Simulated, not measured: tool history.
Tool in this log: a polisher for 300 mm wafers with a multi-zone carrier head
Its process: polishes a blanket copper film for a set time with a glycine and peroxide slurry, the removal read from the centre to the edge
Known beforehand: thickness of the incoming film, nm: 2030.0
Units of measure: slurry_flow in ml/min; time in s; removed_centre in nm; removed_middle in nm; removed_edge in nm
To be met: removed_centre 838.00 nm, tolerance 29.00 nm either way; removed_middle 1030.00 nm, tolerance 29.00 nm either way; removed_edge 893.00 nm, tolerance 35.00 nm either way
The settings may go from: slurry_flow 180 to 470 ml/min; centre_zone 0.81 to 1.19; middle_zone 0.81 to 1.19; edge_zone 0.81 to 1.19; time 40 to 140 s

run 1 hour=0.0 | slurry_flow=300 centre_zone=1.00 middle_zone=1.00 edge_zone=1.00 time=90 | removed_centre=716.46 removed_middle=702.19 removed_edge=697.39
run 2 hour=7.5 | slurry_flow=300 centre_zone=0.94 middle_zone=1.00 edge_zone=1.00 time=90 | removed_centre=668.22 removed_middle=696.92 removed_edge=712.68
run 3 hour=15.9 | slurry_flow=300 centre_zone=1.00 middle_zone=1.00 edge_zone=1.00 time=90 | removed_centre=713.25 removed_middle=691.58 removed_edge=704.05
run 4 hour=22.2 | slurry_flow=300 centre_zone=1.00 middle_zone=1.00 edge_zone=0.95 time=90 | removed_centre=713.84 removed_middle=706.23 removed_edge=691.07
run 5 hour=30.3 | slurry_flow=305 centre_zone=0.99 middle_zone=1.02 edge_zone=0.95 time=93 | removed_centre=715.01 removed_middle=742.28 removed_edge=714.37
run 6 hour=31.7 | slurry_flow=305 centre_zone=0.99 middle_zone=1.07 edge_zone=0.95 time=93 | removed_centre=730.83 removed_middle=761.72 removed_edge=711.54
run 7 hour=38.9 | slurry_flow=310 centre_zone=0.98 middle_zone=1.08 edge_zone=0.95 time=95 | removed_centre=736.44 removed_middle=781.87 removed_edge=741.69
run 8 hour=43.8 | slurry_flow=315 centre_zone=0.97 middle_zone=1.09 edge_zone=0.94 time=97 | removed_centre=748.56 removed_middle=795.90 removed_edge=739.41
run 9 hour=44.4 | slurry_flow=320 centre_zone=0.88 middle_zone=1.19 edge_zone=1.02 time=117 | removed_centre=818.45 removed_middle=1019.80 removed_edge=927.27

Pick the move, out of 4, that brings all results within their allowed miss; only one does.
run A hour=45.0 | slurry_flow=305 centre_zone=0.81 middle_zone=1.06 edge_zone=1.08 time=122 | removed_centre=? removed_middle=? removed_edge=?
run B hour=45.0 | slurry_flow=240 centre_zone=0.89 middle_zone=1.19 edge_zone=0.91 time=122 | removed_centre=? removed_middle=? removed_edge=?
run C hour=45.0 | slurry_flow=325 centre_zone=0.85 middle_zone=1.16 edge_zone=1.05 time=115 | removed_centre=? removed_middle=? removed_edge=?
run D hour=45.0 | slurry_flow=310 centre_zone=0.81 middle_zone=1.14 edge_zone=0.99 time=123 | removed_centre=? removed_middle=? removed_edge=?

move=A removed_centre=785.83 removed_middle=983.76 removed_edge=985.98
move=B removed_centre=838.22 removed_middle=1019.90 removed_edge=888.07
move=C removed_centre=783.39 removed_middle=980.51 removed_edge=920.06
move=D removed_centre=793.99 removed_middle=1034.10 removed_edge=953.05
A: the biggest miss grows against the last run
B: meets every target
C: puts the biggest miss on target and leaves a different result outside tolerance
D: the biggest miss grows against the last run
B meets every target.
